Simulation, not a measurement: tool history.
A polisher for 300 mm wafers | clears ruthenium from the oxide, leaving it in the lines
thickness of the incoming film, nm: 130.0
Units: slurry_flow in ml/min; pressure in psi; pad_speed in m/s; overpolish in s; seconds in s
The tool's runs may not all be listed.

| run | hour | slurry_flow | pressure | pad_speed | overpolish | seconds |
|---|---|---|---|---|---|---|
| 1 | 0.0 | 265 | 2.7 | 0.84 | 6 | 94.557 |
| 2 | 3.0 | 265 | 2.9 | 0.84 | 6 | 87.328 |
| 3 | 6.6 | 265 | 3.4 | 0.84 | 6 | 75.650 |
| 4 | 14.2 | 265 | 3.4 | 0.84 | 6 | 76.021 |
| 5 | 17.7 | 265 | 2.8 | 0.84 | 6 | 92.391 |
| 6 | 22.6 | 265 | 3.0 | 0.84 | 6 | 85.714 |

Run 7, settings as shown, results not yet in. Your forecast:
| 7 | 26.6 | 265 | 3.1 | 0.84 | 6 | ? |

For run 7 the tool returned seconds 81.752 s.
